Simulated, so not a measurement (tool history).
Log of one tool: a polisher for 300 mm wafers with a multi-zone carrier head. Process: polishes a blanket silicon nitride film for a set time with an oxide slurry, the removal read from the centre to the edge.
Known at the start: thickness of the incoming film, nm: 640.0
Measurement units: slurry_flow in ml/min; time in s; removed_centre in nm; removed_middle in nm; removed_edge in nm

run 1 hour=0 | slurry_flow=285 centre_zone=1 middle_zone=1 edge_zone=1 slurry_solids=1 time=41 | removed_centre=18.73 removed_middle=19.067 removed_edge=18.018
run 2 hour=5.4 | slurry_flow=285 centre_zone=1 middle_zone=1 edge_zone=1 slurry_solids=1.15 time=41 | removed_centre=20.042 removed_middle=20.353 removed_edge=19.322
run 3 hour=10.4 | slurry_flow=285 centre_zone=1 middle_zone=1.03 edge_zone=1 slurry_solids=1.15 time=41 | removed_centre=19.45 removed_middle=20.862 removed_edge=18.951
run 4 hour=15.8 | slurry_flow=285 centre_zone=1 middle_zone=1.03 edge_zone=1.04 slurry_solids=1.15 time=41 | removed_centre=20.174 removed_middle=20.564 removed_edge=19.815
run 5 hour=19.2 | slurry_flow=285 centre_zone=1 middle_zone=1.03 edge_zone=1.12 slurry_solids=1.15 time=41 | removed_centre=19.428 removed_middle=20.801 removed_edge=20.361
run 6 hour=27.5 | slurry_flow=285 centre_zone=1 middle_zone=0.96 edge_zone=1.12 slurry_solids=1.15 time=41 | removed_centre=19.691 removed_middle=19.363 removed_edge=20.482
run 7 hour=30.3 | slurry_flow=285 centre_zone=1 middle_zone=0.96 edge_zone=1.12 slurry_solids=1.15 time=41 | removed_centre=20.22 removed_middle=19.658 removed_edge=20.029

For run 8, what comes out?
run 8 hour=33.3 | slurry_flow=275 centre_zone=0.96 middle_zone=0.92 edge_zone=1.14 slurry_solids=0.95 time=40 | removed_centre=? removed_middle=? removed_edge=?

removed_centre: 17.183 nm
removed_middle: 16.659 nm
removed_edge: 18.037 nm
